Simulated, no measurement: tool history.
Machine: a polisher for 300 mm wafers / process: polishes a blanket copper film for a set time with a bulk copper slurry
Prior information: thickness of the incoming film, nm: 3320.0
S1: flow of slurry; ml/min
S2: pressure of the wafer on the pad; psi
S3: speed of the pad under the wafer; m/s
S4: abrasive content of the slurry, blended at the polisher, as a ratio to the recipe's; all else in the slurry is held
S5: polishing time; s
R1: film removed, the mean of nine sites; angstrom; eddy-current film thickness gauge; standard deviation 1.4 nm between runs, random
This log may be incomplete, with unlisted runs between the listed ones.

run	hour	S1	S2	S3	S4	S5	R1
1	0.0	205	2.7	1.12	1.0	27	2240.5
2	1.6	205	2.5	1.12	1.0	27	2055.2
3	6.4	205	2.4	1.12	1.0	27	1965.8
4	8.7	180	2.4	1.12	1.0	27	1990.2
5	12.9	130	2.4	1.12	1.0	27	1922.8
6	16.3	130	2.3	1.12	1.0	27	1835.2
7	20.6	130	1.7	1.12	1.0	27	1399.9

The next listed run, before its measurement:
8	24.1	130	1.7	1.12	1.0	27	?

{"run 8": {"R1": 1400.8}}
